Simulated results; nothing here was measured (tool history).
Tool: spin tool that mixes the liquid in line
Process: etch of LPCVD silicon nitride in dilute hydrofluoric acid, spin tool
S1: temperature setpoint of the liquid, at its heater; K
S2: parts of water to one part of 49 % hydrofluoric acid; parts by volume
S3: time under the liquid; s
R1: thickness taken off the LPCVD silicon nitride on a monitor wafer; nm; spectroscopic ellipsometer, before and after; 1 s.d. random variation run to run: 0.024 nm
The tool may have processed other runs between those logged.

run  hour      S1   S2   S3       R1
  1   0.0  299.15  130  305  1.49420
  2   4.7  299.15  130  305  1.36480
  3  10.8  299.15  130  330  1.54280
  4  12.0  298.65  135  330  1.43230
  5  18.7  298.65  135  330  1.46190
  6  24.4  301.65  135  330  1.70270
  7  28.9  301.15  140  330  1.59670
  8  34.7  300.65  145  330  1.51060
  9  39.9  300.15  150  330  1.37510
 10  44.8  299.65  155  330  1.22560
 11  50.5  299.15  155  330  1.25800
 12  58.3  298.65  160  330  1.14740
 13  64.2  298.15  160  330  1.19980
 14  65.5  298.15  165  330  1.09180
 15  69.2  297.65  165  330  1.09980
 16  77.2  297.15  170  330  1.02440

Run 17 is up next; what results do you expect?
 17  80.3  296.15  180  330   ?

Run 17 yielded R1 0.91936 nm.
